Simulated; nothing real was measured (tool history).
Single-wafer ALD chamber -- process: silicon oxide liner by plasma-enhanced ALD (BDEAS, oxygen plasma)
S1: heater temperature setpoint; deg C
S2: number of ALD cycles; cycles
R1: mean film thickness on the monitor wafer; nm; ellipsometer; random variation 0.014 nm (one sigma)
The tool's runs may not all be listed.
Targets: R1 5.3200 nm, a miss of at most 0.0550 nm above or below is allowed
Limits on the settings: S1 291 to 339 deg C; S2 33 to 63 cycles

| run | hour | S1 | S2 | R1 |
|---|---|---|---|---|
| 1 | 0.0 | 315 | 48 | 4.5906 |
| 2 | 9.0 | 321 | 48 | 4.5225 |
| 3 | 15.5 | 314 | 48 | 4.5579 |
| 4 | 17.0 | 319 | 48 | 4.5324 |
| 5 | 20.7 | 315 | 50 | 4.7607 |
| 6 | 22.2 | 319 | 50 | 4.7367 |
| 7 | 27.5 | 316 | 51 | 4.8657 |
| 8 | 31.7 | 313 | 52 | 4.9840 |
| 9 | 38.9 | 311 | 53 | 5.1109 |
| 10 | 40.9 | 309 | 53 | 5.1118 |
| 11 | 43.2 | 308 | 53 | 5.1178 |
| 12 | 51.2 | 307 | 53 | 5.1213 |

Of the 4 settings listed for the next run, only one would bring every result within its allowed miss of target. Which one?
| A | 59.2 | 323 | 58 | ? |
| B | 59.2 | 312 | 57 | ? |
| C | 59.2 | 291 | 54 | ? |
| D | 59.2 | 304 | 55 | ? |

| move | R1 |
|---|---|
| A | 5.4687 |
| B | 5.4632 |
| C | 5.4172 |
| D | 5.3338 |
A: pushes the last run's worst result past its target
B: pushes the last run's worst result past its target
C: pushes the last run's worst result past its target
D: hits every target within its allowed miss
Move D is the one to make.
